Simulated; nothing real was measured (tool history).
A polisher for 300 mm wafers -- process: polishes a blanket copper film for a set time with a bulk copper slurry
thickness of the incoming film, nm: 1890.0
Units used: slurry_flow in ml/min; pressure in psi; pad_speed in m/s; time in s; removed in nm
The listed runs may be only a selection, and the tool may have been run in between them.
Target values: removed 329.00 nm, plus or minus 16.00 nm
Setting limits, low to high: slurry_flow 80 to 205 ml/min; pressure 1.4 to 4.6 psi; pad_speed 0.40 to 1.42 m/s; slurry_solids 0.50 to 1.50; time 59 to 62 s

run 1 hour=0.0 | slurry_flow=135 pressure=3.0 pad_speed=0.90 slurry_solids=1.00 time=59 | removed=563.46
run 2 hour=4.9 | slurry_flow=135 pressure=3.0 pad_speed=0.98 slurry_solids=1.00 time=59 | removed=594.78
run 3 hour=12.9 | slurry_flow=135 pressure=2.8 pad_speed=0.98 slurry_solids=1.00 time=59 | removed=563.07
run 4 hour=17.3 | slurry_flow=135 pressure=2.6 pad_speed=0.98 slurry_solids=1.00 time=59 | removed=520.79
run 5 hour=18.0 | slurry_flow=135 pressure=2.4 pad_speed=0.98 slurry_solids=1.00 time=59 | removed=479.65
run 6 hour=25.0 | slurry_flow=150 pressure=2.4 pad_speed=0.98 slurry_solids=1.00 time=59 | removed=488.54
run 7 hour=33.7 | slurry_flow=150 pressure=2.3 pad_speed=0.98 slurry_solids=1.00 time=59 | removed=475.78
run 8 hour=34.9 | slurry_flow=150 pressure=2.2 pad_speed=0.98 slurry_solids=1.00 time=59 | removed=452.25
run 9 hour=35.4 | slurry_flow=150 pressure=2.1 pad_speed=0.98 slurry_solids=1.00 time=59 | removed=441.78
run 10 hour=36.8 | slurry_flow=150 pressure=2.0 pad_speed=0.98 slurry_solids=1.00 time=59 | removed=411.41
run 11 hour=44.1 | slurry_flow=150 pressure=1.9 pad_speed=0.98 slurry_solids=1.00 time=59 | removed=401.19
run 12 hour=51.7 | slurry_flow=150 pressure=1.8 pad_speed=0.98 slurry_solids=1.00 time=59 | removed=374.34
run 13 hour=56.4 | slurry_flow=145 pressure=1.5 pad_speed=0.98 slurry_solids=1.00 time=59 | removed=302.90

Which of these 4 next moves meets every target?
run A hour=61.1 | slurry_flow=195 pressure=1.9 pad_speed=0.86 slurry_solids=0.80 time=62 | removed=?
run B hour=61.1 | slurry_flow=120 pressure=2.0 pad_speed=0.80 slurry_solids=1.05 time=59 | removed=?
run C hour=61.1 | slurry_flow=145 pressure=1.4 pad_speed=0.96 slurry_solids=1.15 time=59 | removed=?
run D hour=61.1 | slurry_flow=140 pressure=1.4 pad_speed=0.84 slurry_solids=1.10 time=62 | removed=?

move=A removed=361.98
move=B removed=324.93
move=C removed=291.01
move=D removed=265.89
A: the result that was furthest off in the last run now lies on the other side of its target
B: each result inside its tolerance
C: moves away from the targets compared with the last run
D: moves away from the targets compared with the last run
So the answer is move B, the one that meets all the targets.

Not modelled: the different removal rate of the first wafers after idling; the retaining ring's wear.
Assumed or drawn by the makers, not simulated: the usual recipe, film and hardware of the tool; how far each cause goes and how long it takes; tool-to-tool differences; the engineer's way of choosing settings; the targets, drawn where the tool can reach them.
